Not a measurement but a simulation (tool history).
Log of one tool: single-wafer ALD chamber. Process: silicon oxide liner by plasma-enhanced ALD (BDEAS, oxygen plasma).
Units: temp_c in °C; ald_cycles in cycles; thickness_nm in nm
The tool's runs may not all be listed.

run 1 hour=0.0 | temp_c=320 ald_cycles=44 | thickness_nm=3.6667
run 2 hour=3.3 | temp_c=310 ald_cycles=44 | thickness_nm=3.7364
run 3 hour=8.5 | temp_c=311 ald_cycles=41 | thickness_nm=3.4676
run 4 hour=17.3 | temp_c=311 ald_cycles=39 | thickness_nm=3.3123
run 5 hour=20.3 | temp_c=311 ald_cycles=45 | thickness_nm=3.8257
run 6 hour=21.6 | temp_c=311 ald_cycles=42 | thickness_nm=3.5508
run 7 hour=23.1 | temp_c=312 ald_cycles=40 | thickness_nm=3.3838
run 8 hour=31.2 | temp_c=312 ald_cycles=39 | thickness_nm=3.3041

The next listed run, before its measurement:
run 9 hour=36.1 | temp_c=312 ald_cycles=38 | thickness_nm=?

{"run 9": {"thickness_nm": 3.209}}

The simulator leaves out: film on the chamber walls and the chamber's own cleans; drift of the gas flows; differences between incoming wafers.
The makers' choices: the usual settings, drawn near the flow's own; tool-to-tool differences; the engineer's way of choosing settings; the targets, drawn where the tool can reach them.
